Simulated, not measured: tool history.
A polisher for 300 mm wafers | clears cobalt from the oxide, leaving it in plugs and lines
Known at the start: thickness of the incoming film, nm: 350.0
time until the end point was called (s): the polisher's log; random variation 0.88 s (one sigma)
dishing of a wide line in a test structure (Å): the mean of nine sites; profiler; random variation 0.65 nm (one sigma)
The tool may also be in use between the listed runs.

run  hour  flow of slurry (ml/min)  pressure of the wafer on the pad (kPa)  speed of the pad under the wafer (cm/s)  overpolish time after the end point (s)  time until the end point was called (s)  dishing of a wide line in a test structure (Å)
  1   0.0                      135                                     8.3                                      126                                       20                                   93.137                                          490.38
  2   5.5                      155                                     8.3                                      126                                       20                                   91.555                                          512.53
  3  11.0                      125                                     8.3                                      126                                       20                                   93.374                                          505.61
  4  15.1                      140                                     8.3                                      126                                       17                                   93.427                                          454.71
  5  22.0                      125                                     8.3                                      126                                       15                                   93.601                                          417.14
  6  25.4                      115                                     8.3                                      126                                       13                                   94.953                                          358.35
  7  27.3                      115                                     8.3                                      126                                       12                                   94.311                                          345.22
  8  36.4                      115                                     8.3                                      126                                       11                                   95.316                                          308.59
  9  42.5                      120                                     9.0                                      126                                       10                                   89.167                                          333.23
 10  49.8                      100                                     9.7                                      136                                        6                                   79.790                                          226.20
 11  55.2                      110                                     9.7                                      136                                        7                                   78.307                                          259.17
 12  60.0                      130                                     9.0                                      136                                       12                                   80.828                                          382.51
 13  68.7                      125                                     9.0                                      136                                       12                                   80.123                                          392.45
 14  75.3                      120                                     9.0                                      136                                       12                                   82.733                                          383.15
     77.9  -- head pressure recalibrated
 15  77.9                      120                                     9.0                                      134                                       12                                   79.829                                          396.28

The next listed run, before its measurement:
 16  81.5                      110                                     9.0                                      136                                        6                                        ?                                               ?

time until the end point was called (s): 79.484
dishing of a wide line in a test structure (Å): 228.05

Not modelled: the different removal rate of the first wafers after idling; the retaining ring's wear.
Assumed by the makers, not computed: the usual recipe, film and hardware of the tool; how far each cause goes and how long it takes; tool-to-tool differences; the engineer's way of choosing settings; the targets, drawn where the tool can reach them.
